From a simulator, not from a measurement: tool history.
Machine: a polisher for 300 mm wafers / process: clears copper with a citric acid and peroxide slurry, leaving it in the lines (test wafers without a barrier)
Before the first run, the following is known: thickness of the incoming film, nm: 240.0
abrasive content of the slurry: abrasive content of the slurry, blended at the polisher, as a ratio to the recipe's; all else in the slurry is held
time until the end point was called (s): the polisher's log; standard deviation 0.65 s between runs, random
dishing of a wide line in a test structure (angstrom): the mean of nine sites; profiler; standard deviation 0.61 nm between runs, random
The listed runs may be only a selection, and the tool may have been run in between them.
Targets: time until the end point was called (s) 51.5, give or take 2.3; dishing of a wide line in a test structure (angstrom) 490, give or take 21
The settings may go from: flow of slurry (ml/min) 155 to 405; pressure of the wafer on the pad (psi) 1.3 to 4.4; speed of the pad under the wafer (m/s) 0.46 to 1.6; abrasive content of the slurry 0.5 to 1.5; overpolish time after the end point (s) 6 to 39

| run | hour | flow of slurry (ml/min) | pressure of the wafer on the pad (psi) | speed of the pad under the wafer (m/s) | abrasive content of the slurry | overpolish time after the end point (s) | time until the end point was called (s) | dishing of a wide line in a test structure (angstrom) |
|---|---|---|---|---|---|---|---|---|
| 1 | 0 | 260 | 2.8 | 1.02 | 1 | 20 | 94.428 | 285.93 |
| 2 | 4.9 | 260 | 3.2 | 1.04 | 1 | 20 | 79.269 | 332.37 |
| 3 | 11.3 | 260 | 3.2 | 1.04 | 1.05 | 20 | 78.3 | 327.69 |
| 4 | 19 | 260 | 3.5 | 1.04 | 1.05 | 20 | 73.174 | 349.17 |
| 5 | 25.8 | 260 | 2.9 | 1.04 | 1.05 | 20 | 89.024 | 300.23 |
| 6 | 30.5 | 260 | 2.9 | 1.04 | 1.05 | 24 | 88.75 | 354.66 |
| 7 | 37.3 | 260 | 3.2 | 1.04 | 1.05 | 23 | 79.369 | 369.6 |
| 8 | 41.9 | 260 | 3.5 | 1.04 | 1.05 | 23 | 72.357 | 391.18 |
| 9 | 50.8 | 260 | 3.7 | 1.04 | 1.05 | 23 | 71.136 | 406.4 |
| 10 | 58.6 | 260 | 3.9 | 1.06 | 1.05 | 23 | 64.174 | 421.24 |
| 11 | 66.6 | 260 | 4 | 1.08 | 1.05 | 23 | 62.364 | 431.09 |
| 12 | 71.7 | 260 | 4 | 1.08 | 1.05 | 23 | 61.772 | 438.63 |
| 13 | 74.2 | 260 | 4.1 | 1.1 | 1.05 | 23 | 58.844 | 452.35 |
| 14 | 82.2 | 260 | 4.2 | 1.12 | 1.05 | 23 | 56.246 | 458.09 |
| 15 | 83.9 | 260 | 4.3 | 1.14 | 1.05 | 23 | 55.161 | 456.16 |

Which of these 5 next moves meets every target?
| A | 85.6 | 240 | 3.8 | 1.22 | 1.05 | 22 | ? | ? |
| B | 85.6 | 305 | 3.6 | 1.24 | 1.1 | 21 | ? | ? |
| C | 85.6 | 380 | 4.4 | 1.06 | 1.35 | 24 | ? | ? |
| D | 85.6 | 295 | 4.4 | 1.04 | 1 | 26 | ? | ? |
| E | 85.6 | 250 | 4.4 | 1.2 | 0.75 | 19 | ? | ? |

| move | time until the end point was called (s) | dishing of a wide line in a test structure (angstrom) |
|---|---|---|
| A | 57.667 | 437.22 |
| B | 57.653 | 424.09 |
| C | 51.536 | 493.05 |
| D | 57.791 | 484.07 |
| E | 54.931 | 414.48 |
A: misses by more than the last run did
B: misses by more than the last run did
C: all results land within tolerance of their targets
D: gets the furthest-off result to its target, but another result is out of tolerance
E: misses by more than the last run did
C meets every target.
